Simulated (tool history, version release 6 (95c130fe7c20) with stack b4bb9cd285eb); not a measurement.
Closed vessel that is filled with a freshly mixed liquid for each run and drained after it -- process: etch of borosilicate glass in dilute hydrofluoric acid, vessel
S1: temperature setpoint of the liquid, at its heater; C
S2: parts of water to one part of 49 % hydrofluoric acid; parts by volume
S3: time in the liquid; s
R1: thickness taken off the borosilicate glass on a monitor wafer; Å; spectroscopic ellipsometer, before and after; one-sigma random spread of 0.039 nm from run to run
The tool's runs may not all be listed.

run,hour,S1,S2,S3,R1
1,0,24,185,30,32.431
2,7.3,26,170,30,38.602
3,15.5,27.5,160,30,43.909
4,21.1,28.5,150,30,49.191
5,30.3,29.5,145,30,53.17
6,37.3,30,140,30,56.28
7,46.1,30.5,135,30,60.105

Run 8 comes next. What will it give?
8,51.4,31,135,30,?

R1: 60.886 Å
